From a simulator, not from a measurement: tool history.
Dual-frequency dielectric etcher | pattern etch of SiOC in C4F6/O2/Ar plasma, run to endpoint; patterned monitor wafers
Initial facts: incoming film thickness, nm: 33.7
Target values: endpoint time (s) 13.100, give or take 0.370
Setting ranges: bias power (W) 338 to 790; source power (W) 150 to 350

{"run": 1, "hour": 0.0, "bias power (W)": 564, "source power (W)": 250, "endpoint time (s)": 14.819}
{"run": 2, "hour": 4.9, "bias power (W)": 467, "source power (W)": 250, "endpoint time (s)": 16.196}
{"run": 3, "hour": 5.5, "bias power (W)": 550, "source power (W)": 250, "endpoint time (s)": 15.025}
{"run": 4, "hour": 12.3, "bias power (W)": 550, "source power (W)": 210, "endpoint time (s)": 16.324}
{"run": 5, "hour": 20.6, "bias power (W)": 550, "source power (W)": 230, "endpoint time (s)": 15.629}
{"run": 6, "hour": 23.1, "bias power (W)": 585, "source power (W)": 230, "endpoint time (s)": 15.038}
{"run": 7, "hour": 26.0, "bias power (W)": 610, "source power (W)": 230, "endpoint time (s)": 14.905}
{"run": 8, "hour": 34.0, "bias power (W)": 723, "source power (W)": 280, "endpoint time (s)": 12.55}
{"run": 9, "hour": 35.4, "bias power (W)": 714, "source power (W)": 280, "endpoint time (s)": 12.682}

Next run, 4 choices. One meets every target within its allowed miss, the rest don't. Which?
{"run": "A", "hour": 36.8, "bias power (W)": 775, "source power (W)": 290, "endpoint time (s)": "?"}
{"run": "B", "hour": 36.8, "bias power (W)": 717, "source power (W)": 310, "endpoint time (s)": "?"}
{"run": "C", "hour": 36.8, "bias power (W)": 561, "source power (W)": 280, "endpoint time (s)": "?"}
{"run": "D", "hour": 36.8, "bias power (W)": 702, "source power (W)": 270, "endpoint time (s)": "?"}

move=A endpoint_time_(s)=11.938
move=B endpoint_time_(s)=12.022
move=C endpoint_time_(s)=14.084
move=D endpoint_time_(s)=12.895
A: further off than the last run
B: further off than the last run
C: takes the biggest miss from the last run beyond its target
D: all results land within tolerance of their targets
D meets every target.
